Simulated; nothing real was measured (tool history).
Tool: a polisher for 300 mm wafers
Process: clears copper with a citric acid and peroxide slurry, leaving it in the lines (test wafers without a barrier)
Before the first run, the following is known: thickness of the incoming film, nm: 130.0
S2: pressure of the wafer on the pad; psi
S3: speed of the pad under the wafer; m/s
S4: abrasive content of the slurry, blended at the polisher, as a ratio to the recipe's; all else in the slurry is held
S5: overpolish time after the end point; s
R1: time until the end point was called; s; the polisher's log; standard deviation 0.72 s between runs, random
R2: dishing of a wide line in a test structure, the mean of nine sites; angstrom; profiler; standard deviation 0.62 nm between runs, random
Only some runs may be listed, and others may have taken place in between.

run 1 hour=0 | flow_of_slurry_(ml/min)=315 S2=2 S3=0.96 S4=1 S5=25 | R1=82.352 R2=266.16
run 2 hour=4.8 | flow_of_slurry_(ml/min)=315 S2=2.1 S3=0.96 S4=1 S5=26 | R1=78.109 R2=277.97
run 3 hour=5.5 | flow_of_slurry_(ml/min)=315 S2=2.1 S3=0.84 S4=1 S5=26 | R1=89.567 R2=259.85
run 4 hour=13.2 | flow_of_slurry_(ml/min)=315 S2=2.1 S3=0.64 S4=1 S5=26 | R1=114.42 R2=211.12
run 5 hour=20.1 | flow_of_slurry_(ml/min)=260 S2=2.1 S3=0.64 S4=1 S5=26 | R1=118.66 R2=209.14
run 6 hour=26.3 | flow_of_slurry_(ml/min)=260 S2=2.1 S3=0.64 S4=1 S5=22 | R1=118.03 R2=178.37
run 7 hour=27.4 | flow_of_slurry_(ml/min)=260 S2=2.2 S3=0.66 S4=1 S5=23 | R1=109.61 R2=199.96
run 8 hour=31 | flow_of_slurry_(ml/min)=260 S2=2.3 S3=0.68 S4=1 S5=24 | R1=101 R2=219
run 9 hour=32.3 | flow_of_slurry_(ml/min)=265 S2=2.9 S3=0.88 S4=1.05 S5=36 | R1=62.506 R2=421.36
run 10 hour=33.4 | flow_of_slurry_(ml/min)=270 S2=2.9 S3=0.88 S4=1.05 S5=36 | R1=62.808 R2=432.05
-- hour=35.8 slurry nozzle cleaned
run 11 hour=35.8 | flow_of_slurry_(ml/min)=270 S2=2.9 S3=0.88 S4=1.05 S5=36 | R1=60.974 R2=426.92

Estimate the outcome of run 12 from the log above:
run 12 hour=38.7 | flow_of_slurry_(ml/min)=270 S2=2.9 S3=0.88 S4=1.05 S5=36 | R1=? R2=?

{"run 12": {"R1": 60.851, "R2": 431.96}}
